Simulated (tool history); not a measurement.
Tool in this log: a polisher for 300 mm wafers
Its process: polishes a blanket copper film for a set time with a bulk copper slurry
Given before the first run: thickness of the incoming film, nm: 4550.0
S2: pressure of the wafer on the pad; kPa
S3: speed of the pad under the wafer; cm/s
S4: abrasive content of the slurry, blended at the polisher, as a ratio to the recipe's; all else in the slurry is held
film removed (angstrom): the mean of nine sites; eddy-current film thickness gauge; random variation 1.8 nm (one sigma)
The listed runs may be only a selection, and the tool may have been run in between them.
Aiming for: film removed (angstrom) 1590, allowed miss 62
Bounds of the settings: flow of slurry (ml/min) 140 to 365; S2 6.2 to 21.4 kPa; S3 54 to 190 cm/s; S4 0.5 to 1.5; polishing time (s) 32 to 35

{"run": 1, "hour": 0.0, "flow of slurry (ml/min)": 235, "S2": 13.8, "S3": 122, "S4": 1, "polishing time (s)": 35, "film removed (angstrom)": 2373.7}
{"run": 2, "hour": 5.7, "flow of slurry (ml/min)": 235, "S2": 13.8, "S3": 122, "S4": 1, "polishing time (s)": 35, "film removed (angstrom)": 2364.4}
{"run": 3, "hour": 13.8, "flow of slurry (ml/min)": 235, "S2": 12.4, "S3": 122, "S4": 1, "polishing time (s)": 35, "film removed (angstrom)": 2168.8}
{"run": 4, "hour": 20.5, "flow of slurry (ml/min)": 235, "S2": 12.4, "S3": 122, "S4": 1, "polishing time (s)": 35, "film removed (angstrom)": 2145.2}
{"run": 5, "hour": 22.1, "flow of slurry (ml/min)": 235, "S2": 12.4, "S3": 122, "S4": 1, "polishing time (s)": 35, "film removed (angstrom)": 2165.3}
{"run": 6, "hour": 25.4, "flow of slurry (ml/min)": 235, "S2": 12.4, "S3": 122, "S4": 1, "polishing time (s)": 35, "film removed (angstrom)": 2155.1}
{"run": 7, "hour": 32.9, "flow of slurry (ml/min)": 235, "S2": 11.7, "S3": 122, "S4": 1, "polishing time (s)": 35, "film removed (angstrom)": 2070.9}
{"run": 8, "hour": 41.6, "flow of slurry (ml/min)": 235, "S2": 11, "S3": 122, "S4": 1, "polishing time (s)": 35, "film removed (angstrom)": 1962.9}
{"run": 9, "hour": 49.0, "flow of slurry (ml/min)": 235, "S2": 10.3, "S3": 122, "S4": 1, "polishing time (s)": 35, "film removed (angstrom)": 1879.7}
{"run": 10, "hour": 53.2, "flow of slurry (ml/min)": 235, "S2": 9.7, "S3": 122, "S4": 1, "polishing time (s)": 35, "film removed (angstrom)": 1784.9}
{"run": 11, "hour": 59.0, "flow of slurry (ml/min)": 235, "S2": 9, "S3": 122, "S4": 1, "polishing time (s)": 35, "film removed (angstrom)": 1708.7}

Exactly one of the 5 candidate moves below puts every result within its allowed miss. Which one?
{"run": "A", "hour": 64.8, "flow of slurry (ml/min)": 275, "S2": 9, "S3": 126, "S4": 0.75, "polishing time (s)": 34, "film removed (angstrom)": "?"}
{"run": "B", "hour": 64.8, "flow of slurry (ml/min)": 230, "S2": 11.7, "S3": 84, "S4": 1.2, "polishing time (s)": 33, "film removed (angstrom)": "?"}
{"run": "C", "hour": 64.8, "flow of slurry (ml/min)": 315, "S2": 8.3, "S3": 106, "S4": 1.15, "polishing time (s)": 33, "film removed (angstrom)": "?"}
{"run": "D", "hour": 64.8, "flow of slurry (ml/min)": 230, "S2": 8.3, "S3": 122, "S4": 1, "polishing time (s)": 32, "film removed (angstrom)": "?"}
{"run": "E", "hour": 64.8, "flow of slurry (ml/min)": 260, "S2": 6.2, "S3": 136, "S4": 0.9, "polishing time (s)": 35, "film removed (angstrom)": "?"}

move=A film_removed_(angstrom)=1590.6
move=B film_removed_(angstrom)=1453.1
move=C film_removed_(angstrom)=1442.3
move=D film_removed_(angstrom)=1482.2
move=E film_removed_(angstrom)=1462.6
A: all results in spec
B: pushes the last run's worst result past its target
C: pushes the last run's worst result past its target
D: pushes the last run's worst result past its target
E: pushes the last run's worst result past its target
A is the move that brings every result within its allowed miss.

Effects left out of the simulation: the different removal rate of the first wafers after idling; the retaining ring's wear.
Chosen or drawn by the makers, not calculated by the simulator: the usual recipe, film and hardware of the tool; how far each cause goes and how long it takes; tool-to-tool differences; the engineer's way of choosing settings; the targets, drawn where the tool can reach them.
